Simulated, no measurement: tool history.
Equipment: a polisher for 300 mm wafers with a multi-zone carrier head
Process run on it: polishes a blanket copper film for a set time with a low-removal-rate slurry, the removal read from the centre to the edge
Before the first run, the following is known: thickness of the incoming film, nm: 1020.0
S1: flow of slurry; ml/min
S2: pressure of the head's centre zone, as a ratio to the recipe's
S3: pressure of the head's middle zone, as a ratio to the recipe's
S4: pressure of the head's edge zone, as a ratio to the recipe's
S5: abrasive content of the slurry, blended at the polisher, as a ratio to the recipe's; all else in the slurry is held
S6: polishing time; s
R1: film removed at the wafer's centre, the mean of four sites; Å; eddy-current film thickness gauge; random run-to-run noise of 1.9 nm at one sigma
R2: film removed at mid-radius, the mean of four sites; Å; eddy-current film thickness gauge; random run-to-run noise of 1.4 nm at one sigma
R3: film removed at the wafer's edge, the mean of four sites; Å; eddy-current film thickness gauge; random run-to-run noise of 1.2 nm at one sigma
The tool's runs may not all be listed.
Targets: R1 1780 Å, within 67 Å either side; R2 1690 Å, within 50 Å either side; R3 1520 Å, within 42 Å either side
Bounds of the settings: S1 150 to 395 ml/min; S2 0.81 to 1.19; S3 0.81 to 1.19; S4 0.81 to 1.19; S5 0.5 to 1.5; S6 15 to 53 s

| run | day | S1 | S2 | S3 | S4 | S5 | S6 | R1 | R2 | R3 |
|---|---|---|---|---|---|---|---|---|---|---|
| 1 | 0 | 250 | 1 | 1 | 1 | 1 | 34 | 1314.5 | 1319.8 | 1328.8 |
| 2 | 0.196 | 250 | 1 | 1 | 1.07 | 1 | 34 | 1318.5 | 1319.4 | 1385.3 |
| 3 | 0.308 | 250 | 1 | 1 | 1.07 | 0.85 | 34 | 1278 | 1274.3 | 1307.8 |
| 4 | 0.642 | 275 | 1.07 | 1.06 | 1.07 | 0.95 | 34 | 1412.8 | 1383 | 1363.2 |
| 5 | 1.017 | 295 | 1.11 | 1.1 | 1.06 | 1.05 | 34 | 1522.5 | 1464.9 | 1387.3 |
| 6 | 1.229 | 345 | 1.11 | 1.1 | 1.06 | 1.05 | 34 | 1536.7 | 1469.5 | 1413.4 |
| 7 | 1.542 | 345 | 1.13 | 1.12 | 1.06 | 1.15 | 34 | 1609.2 | 1538.5 | 1446.5 |
| 8 | 1.888 | 345 | 1.13 | 1.12 | 1.06 | 1.15 | 34 | 1616.5 | 1554.9 | 1437.2 |
| 9 | 2.129 | 350 | 1.15 | 1.13 | 1.08 | 1.2 | 34 | 1651.1 | 1554.1 | 1495 |
| 10 | 2.204 | 350 | 1.16 | 1.15 | 1.07 | 1.25 | 34 | 1686.8 | 1609.2 | 1505.8 |
| 11 | 2.262 | 355 | 1.17 | 1.16 | 1.06 | 1.25 | 34 | 1689.3 | 1622.7 | 1491.7 |

4 next moves are on the table. One of them brings every result within its allowed miss. Which?
| A | 2.321 | 330 | 1.16 | 1.19 | 1.04 | 1.2 | 33 | ? | ? | ? |
| B | 2.321 | 330 | 1.15 | 1.15 | 1.03 | 1.15 | 34 | ? | ? | ? |
| C | 2.321 | 320 | 1.09 | 1.17 | 0.97 | 1.4 | 34 | ? | ? | ? |
| D | 2.321 | 390 | 1.19 | 1.18 | 1.06 | 1.3 | 34 | ? | ? | ? |

| move | R1 | R2 | R3 |
|---|---|---|---|
| A | 1643.6 | 1602.1 | 1389.3 |
| B | 1659.1 | 1589.9 | 1408.6 |
| C | 1657.6 | 1696.1 | 1441 |
| D | 1801.7 | 1699.6 | 1493.1 |
A: the biggest miss grows against the last run
B: the biggest miss grows against the last run
C: the biggest miss grows against the last run
D: meets every target
Correct choice: D, which meets every target
